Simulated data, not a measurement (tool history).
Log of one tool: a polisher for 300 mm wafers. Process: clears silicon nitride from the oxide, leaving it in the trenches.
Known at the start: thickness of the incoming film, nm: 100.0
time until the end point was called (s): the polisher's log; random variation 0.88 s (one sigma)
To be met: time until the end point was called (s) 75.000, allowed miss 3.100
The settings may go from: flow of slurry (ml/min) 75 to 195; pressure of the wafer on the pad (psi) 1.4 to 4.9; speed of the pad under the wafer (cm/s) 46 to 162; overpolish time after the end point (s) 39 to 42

run  hour  flow of slurry (ml/min)  pressure of the wafer on the pad (psi)  speed of the pad under the wafer (cm/s)  overpolish time after the end point (s)  time until the end point was called (s)
  1   0.0                      125                                     3.1                                      104                                       39                                  106.320
  2   1.9                      110                                     3.1                                      104                                       39                                  106.080
  3   7.4                      135                                     3.1                                      104                                       39                                  102.470
  4  11.5                      140                                     3.3                                      104                                       39                                   98.391
  5  19.7                      140                                     2.8                                      104                                       39                                  110.720
  6  23.2                      145                                     3.2                                      104                                       39                                  100.070
  7  30.7                      145                                     3.5                                      104                                       39                                   91.339
  8  34.3                      145                                     3.7                                      104                                       39                                   86.696
  9  41.0                      145                                     3.7                                      104                                       39                                   90.087
 10  49.9                      145                                     3.9                                      104                                       39                                   84.096
 11  53.0                      145                                     4.0                                      104                                       39                                   82.689
 12  60.8                      145                                     4.1                                      104                                       39                                   81.793
 13  62.8                      150                                     4.2                                      104                                       39                                   78.530

5 next moves are on the table. One of them brings every result within its allowed miss. Which?
  A  64.8                      155                                     3.9                                      104                                       42                                        ?
  B  64.8                      140                                     4.1                                      104                                       39                                        ?
  C  64.8                      115                                     4.0                                      106                                       40                                        ?
  D  64.8                      195                                     4.1                                      100                                       39                                        ?
  E  64.8                      185                                     4.3                                      104                                       39                                        ?

move  time until the end point was called (s)
   A                                   82.714
   B                                   80.449
   C                                   83.265
   D                                   79.820
   E                                   74.241
A: further off than the last run
B: further off than the last run
C: further off than the last run
D: further off than the last run
E: meets every target
The right move is E.

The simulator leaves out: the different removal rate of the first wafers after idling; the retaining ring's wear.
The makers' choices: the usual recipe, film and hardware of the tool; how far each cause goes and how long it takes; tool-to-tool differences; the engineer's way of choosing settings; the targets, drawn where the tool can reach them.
